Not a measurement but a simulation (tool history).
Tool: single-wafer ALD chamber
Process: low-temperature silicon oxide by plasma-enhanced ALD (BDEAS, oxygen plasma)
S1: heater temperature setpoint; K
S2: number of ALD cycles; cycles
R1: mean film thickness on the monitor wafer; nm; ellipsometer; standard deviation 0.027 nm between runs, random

{"run": 1, "hour": 0.0, "S1": 383.15, "S2": 55, "R1": 7.3058}
{"run": 2, "hour": 2.4, "S1": 375.15, "S2": 55, "R1": 7.4303}
{"run": 3, "hour": 6.5, "S1": 377.15, "S2": 52, "R1": 6.964}
{"run": 4, "hour": 13.5, "S1": 377.15, "S2": 47, "R1": 6.3509}
{"run": 5, "hour": 18.4, "S1": 377.15, "S2": 50, "R1": 6.6953}
{"run": 6, "hour": 22.4, "S1": 372.15, "S2": 50, "R1": 6.8409}
{"run": 7, "hour": 30.1, "S1": 375.15, "S2": 48, "R1": 6.5319}
{"run": 8, "hour": 30.9, "S1": 375.15, "S2": 48, "R1": 6.4873}
{"run": 9, "hour": 39.1, "S1": 377.15, "S2": 47, "R1": 6.3471}

For run 10, what comes out?
{"run": 10, "hour": 42.7, "S1": 379.15, "S2": 46, "R1": "?"}

Run 10 produced R1 6.2165 nm.
